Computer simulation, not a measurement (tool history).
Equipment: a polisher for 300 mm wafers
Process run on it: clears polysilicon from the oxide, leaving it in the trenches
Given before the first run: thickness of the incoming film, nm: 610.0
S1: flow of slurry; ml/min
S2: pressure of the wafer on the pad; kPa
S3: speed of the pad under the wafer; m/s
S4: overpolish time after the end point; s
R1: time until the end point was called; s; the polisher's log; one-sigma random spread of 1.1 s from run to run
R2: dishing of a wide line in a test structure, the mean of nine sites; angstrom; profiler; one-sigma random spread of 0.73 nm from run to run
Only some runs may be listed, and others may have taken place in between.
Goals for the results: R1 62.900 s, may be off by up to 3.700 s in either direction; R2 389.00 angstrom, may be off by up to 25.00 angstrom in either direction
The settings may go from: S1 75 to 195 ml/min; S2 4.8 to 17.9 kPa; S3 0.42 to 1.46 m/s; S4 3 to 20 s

run    day   S1    S2    S3  S4      R1      R2
  1  0.000  125  11.0  0.94  10  79.315  327.79
  2  0.225  130  12.4  0.96  11  70.325  355.98
  3  0.267  130  13.1  0.96  12  67.656  358.69
  4  0.388  130  13.1  0.96   8  67.706  317.71
  5  0.546  130  13.1  1.10   8  58.379  345.12
  6  0.896  130  13.1  1.28   8  51.783  337.22
  7  1.000  130  13.1  1.28   9  52.598  362.46
  8  1.129  130  11.7  1.26  11  58.193  379.50

Consider the 5 candidate settings below. Which is the only one whose results all fall within their allowed miss of target?
  A  1.258  140  11.7  1.34  13   ?   ?
  B  1.258  135  12.4  1.38  12   ?   ?
  C  1.258  120  15.2  1.12  11   ?   ?
  D  1.258  105  11.0  1.26  15   ?   ?
  E  1.258  135  13.1  1.22  14   ?   ?

move      R1      R2
   A  52.016  395.39
   B  48.502  394.89
   C  51.241  386.58
   D  60.577  394.94
   E  52.344  398.46
A: further off than the last run
B: further off than the last run
C: further off than the last run
D: meets every target
E: further off than the last run
D is the move that brings every result within its allowed miss.

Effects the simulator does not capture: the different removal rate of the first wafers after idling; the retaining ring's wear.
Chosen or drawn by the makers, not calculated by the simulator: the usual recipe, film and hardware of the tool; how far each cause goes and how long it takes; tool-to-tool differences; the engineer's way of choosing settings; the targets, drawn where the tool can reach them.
